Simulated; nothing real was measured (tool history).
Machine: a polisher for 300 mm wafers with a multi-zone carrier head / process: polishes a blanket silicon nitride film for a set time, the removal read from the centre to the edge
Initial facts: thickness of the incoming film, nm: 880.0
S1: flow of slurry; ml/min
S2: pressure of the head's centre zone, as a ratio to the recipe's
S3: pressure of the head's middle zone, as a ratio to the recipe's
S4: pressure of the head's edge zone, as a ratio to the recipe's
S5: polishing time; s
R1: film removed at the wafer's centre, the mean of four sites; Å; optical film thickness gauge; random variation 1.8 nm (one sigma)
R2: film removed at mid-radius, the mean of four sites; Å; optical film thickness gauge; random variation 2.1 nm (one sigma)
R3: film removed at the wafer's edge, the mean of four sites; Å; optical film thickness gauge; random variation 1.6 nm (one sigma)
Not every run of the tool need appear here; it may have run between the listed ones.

run 1 hour=0.0 | S1=180 S2=1.00 S3=1.00 S4=1.00 S5=63 | R1=1211.70 R2=1227.7 R3=1230.8
run 2 hour=2.9 | S1=180 S2=1.00 S3=1.00 S4=1.00 S5=52 | R1=1007.80 R2=1029.8 R3=1012.3
run 3 hour=7.6 | S1=180 S2=1.00 S3=1.00 S4=1.07 S5=52 | R1=985.38 R2=1021.7 R3=1040.4
run 4 hour=9.7 | S1=195 S2=1.05 S3=0.99 S4=1.09 S5=62 | R1=1296.00 R2=1210.7 R3=1257.6
run 5 hour=14.3 | S1=195 S2=1.05 S3=0.99 S4=1.13 S5=62 | R1=1277.60 R2=1222.8 R3=1313.6
run 6 hour=19.7 | S1=195 S2=1.05 S3=1.05 S4=1.13 S5=62 | R1=1260.70 R2=1288.2 R3=1291.9
run 7 hour=23.7 | S1=205 S2=1.08 S3=1.03 S4=1.15 S5=68 | R1=1425.30 R2=1371.3 R3=1444.1
run 8 hour=29.3 | S1=215 S2=1.11 S3=1.03 S4=1.16 S5=72 | R1=1588.80 R2=1485.9 R3=1524.5

Run 9 has not been measured yet. What should we expect?
run 9 hour=30.9 | S1=220 S2=1.12 S3=1.01 S4=1.17 S5=75 | R1=? R2=? R3=?

R1: 1697.80 Å
R2: 1517.3 Å
R3: 1586.7 Å
